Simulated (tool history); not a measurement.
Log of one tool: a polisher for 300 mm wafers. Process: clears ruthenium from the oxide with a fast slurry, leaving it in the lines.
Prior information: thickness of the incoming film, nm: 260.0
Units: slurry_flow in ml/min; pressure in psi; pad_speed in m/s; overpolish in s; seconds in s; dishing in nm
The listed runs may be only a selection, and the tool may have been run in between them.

Run 1, day 0: slurry_flow 230 ml/min, pressure 2.3 psi, pad_speed 0.96 m/s, slurry_solids 1, overpolish 8 s. Result: seconds 96.288 s, dishing 16.3 nm.
Run 2, day 0.129: slurry_flow 230 ml/min, pressure 2.3 psi, pad_speed 0.96 m/s, slurry_solids 1, overpolish 7 s. Result: seconds 98.15 s, dishing 13.787 nm.
Run 3, day 0.183: slurry_flow 230 ml/min, pressure 2.7 psi, pad_speed 0.96 m/s, slurry_solids 1, overpolish 7 s. Result: seconds 90.595 s, dishing 16.367 nm.
Run 4, day 0.533: slurry_flow 230 ml/min, pressure 2.7 psi, pad_speed 1.2 m/s, slurry_solids 1, overpolish 7 s. Result: seconds 71.707 s, dishing 19.226 nm.
Run 5, day 0.721: slurry_flow 235 ml/min, pressure 2.4 psi, pad_speed 1.22 m/s, slurry_solids 1, overpolish 6 s. Result: seconds 77.254 s, dishing 15.713 nm.
Run 6, day 1.075: slurry_flow 235 ml/min, pressure 2.2 psi, pad_speed 1.22 m/s, slurry_solids 1, overpolish 5 s. Result: seconds 84.275 s, dishing 12.543 nm.

What will run 7 give?
Run 7, day 1.296: slurry_flow 235 ml/min, pressure 2.1 psi, pad_speed 1.22 m/s, slurry_solids 1, overpolish 5 s. Result: seconds ?, dishing ?.

seconds: 85.893 s
dishing: 12.112 nm
